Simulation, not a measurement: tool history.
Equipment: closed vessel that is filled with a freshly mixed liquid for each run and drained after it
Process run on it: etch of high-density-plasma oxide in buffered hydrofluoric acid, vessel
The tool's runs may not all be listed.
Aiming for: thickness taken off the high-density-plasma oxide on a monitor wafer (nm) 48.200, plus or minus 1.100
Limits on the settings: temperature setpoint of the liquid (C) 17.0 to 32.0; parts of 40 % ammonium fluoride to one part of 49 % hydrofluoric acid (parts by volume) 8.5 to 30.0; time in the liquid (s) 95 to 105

run    day  temperature setpoint of the liquid (C)  parts of 40 % ammonium fluoride to one part of 49 % hydrofluoric acid (parts by volume)  time in the liquid (s)  thickness taken off the high-density-plasma oxide on a monitor wafer (nm)
  1  0.000                                    25.0                                                                                     23.0                      95                                                                     67.719
  2  0.271                                    22.0                                                                                     23.0                      95                                                                     57.391
  3  0.592                                    22.0                                                                                     23.0                     105                                                                     64.010
  4  0.717                                    24.5                                                                                     23.0                     105                                                                     73.211
  5  0.921                                    24.5                                                                                     23.0                      95                                                                     66.436
     1.246  -- hydrofluoric acid flow meter replaced
  6  1.246                                    23.5                                                                                     23.0                      95                                                                     60.074
  7  1.367                                    23.0                                                                                     23.0                      95                                                                     58.980
  8  1.504                                    22.5                                                                                     23.0                      95                                                                     56.198

Pick the move, out of 4, that brings all results within their allowed miss; only one does.
  A  1.642                                    19.5                                                                                     21.5                      95                                                                          ?
  B  1.642                                    21.0                                                                                     26.5                     100                                                                          ?
  C  1.642                                    17.0                                                                                     20.0                     105                                                                          ?
  D  1.642                                    20.0                                                                                     28.0                     105                                                                          ?

move  thickness taken off the high-density-plasma oxide on a monitor wafer (nm)
   A                                                                     50.822
   B                                                                     50.372
   C                                                                     51.228
   D                                                                     48.135
A: gains on the last run, yet a result remains outside its allowed miss
B: gains on the last run, yet a result remains outside its allowed miss
C: gains on the last run, yet a result remains outside its allowed miss
D: in spec on every target
So the answer is move D, the one that meets all the targets.
